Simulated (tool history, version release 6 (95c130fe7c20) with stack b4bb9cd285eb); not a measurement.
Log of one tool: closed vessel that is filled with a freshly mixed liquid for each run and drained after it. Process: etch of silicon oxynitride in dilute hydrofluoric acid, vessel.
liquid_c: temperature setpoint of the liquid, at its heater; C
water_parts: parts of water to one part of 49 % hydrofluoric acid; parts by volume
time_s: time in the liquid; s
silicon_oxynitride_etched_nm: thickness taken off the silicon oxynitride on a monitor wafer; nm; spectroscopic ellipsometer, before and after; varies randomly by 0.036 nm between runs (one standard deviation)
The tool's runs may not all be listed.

{"run": 1, "hour": 0.0, "liquid_c": 22, "water_parts": 180, "time_s": 310, "silicon_oxynitride_etched_nm": 2.8219}
{"run": 2, "hour": 5.5, "liquid_c": 24.5, "water_parts": 160, "time_s": 310, "silicon_oxynitride_etched_nm": 3.6536}
{"run": 3, "hour": 14.2, "liquid_c": 26.5, "water_parts": 150, "time_s": 310, "silicon_oxynitride_etched_nm": 4.2763}
{"run": 4, "hour": 15.3, "liquid_c": 27.5, "water_parts": 145, "time_s": 310, "silicon_oxynitride_etched_nm": 4.6698}
{"run": 5, "hour": 19.3, "liquid_c": 29.5, "water_parts": 145, "time_s": 310, "silicon_oxynitride_etched_nm": 5.0916}
{"run": 6, "hour": 23.1, "liquid_c": 27, "water_parts": 145, "time_s": 310, "silicon_oxynitride_etched_nm": 4.5256}
{"run": 7, "hour": 29.2, "liquid_c": 28, "water_parts": 140, "time_s": 310, "silicon_oxynitride_etched_nm": 4.9759}
{"run": 8, "hour": 30.7, "liquid_c": 28, "water_parts": 140, "time_s": 310, "silicon_oxynitride_etched_nm": 5.0143}
{"run": 9, "hour": 35.8, "liquid_c": 28.5, "water_parts": 140, "time_s": 310, "silicon_oxynitride_etched_nm": 5.0929}
{"run": 10, "hour": 39.2, "liquid_c": 29, "water_parts": 135, "time_s": 310, "silicon_oxynitride_etched_nm": 5.3518}
{"run": 11, "hour": 44.4, "liquid_c": 29.5, "water_parts": 135, "time_s": 310, "silicon_oxynitride_etched_nm": 5.5153}
{"hour": 47.4, "done": "hydrofluoric acid flow meter replaced"}
{"run": 12, "hour": 47.4, "liquid_c": 30, "water_parts": 130, "time_s": 310, "silicon_oxynitride_etched_nm": 6.6799}

For run 13, what comes out?
{"run": 13, "hour": 54.0, "liquid_c": 28, "water_parts": 130, "time_s": 310, "silicon_oxynitride_etched_nm": "?"}

Logged for run 13: silicon_oxynitride_etched_nm 6.1071 nm.

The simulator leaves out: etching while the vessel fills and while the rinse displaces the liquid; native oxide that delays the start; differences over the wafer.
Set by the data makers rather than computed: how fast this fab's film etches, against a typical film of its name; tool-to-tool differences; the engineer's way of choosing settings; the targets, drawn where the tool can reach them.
